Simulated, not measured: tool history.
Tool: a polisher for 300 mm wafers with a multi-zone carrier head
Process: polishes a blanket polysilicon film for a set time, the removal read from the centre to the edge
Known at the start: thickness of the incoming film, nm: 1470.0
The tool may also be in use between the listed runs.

| run | hour | flow of slurry (ml/min) | pressure of the head's centre zone | pressure of the head's middle zone | pressure of the head's edge zone | polishing time (s) | film removed at the wafer's centre (nm) | film removed at mid-radius (nm) | film removed at the wafer's edge (nm) |
|---|---|---|---|---|---|---|---|---|---|
| 1 | 0 | 260 | 1 | 1 | 1 | 44 | 302.29 | 287.23 | 295.82 |
| 2 | 5 | 260 | 1 | 1 | 1.04 | 44 | 305.34 | 287.2 | 301.76 |
| 3 | 11.7 | 280 | 1.05 | 1.03 | 1.08 | 49 | 352.55 | 334.49 | 346.4 |
| 4 | 18.4 | 295 | 1.1 | 1.03 | 1.08 | 53 | 401.5 | 375.81 | 379.26 |
| 5 | 23.7 | 295 | 1.1 | 1.03 | 1.08 | 44 | 338.38 | 305.05 | 312.25 |
| 6 | 25.7 | 295 | 1.1 | 1.03 | 1.08 | 49 | 372.45 | 333.66 | 349.89 |

Run 7 comes next. What will it give?
| 7 | 33.9 | 315 | 1.13 | 1.03 | 1.07 | 53 | ? | ? | ? |

Run 7 gave film removed at the wafer's centre (nm) 423.04, film removed at mid-radius (nm) 366.83, film removed at the wafer's edge (nm) 377.98.
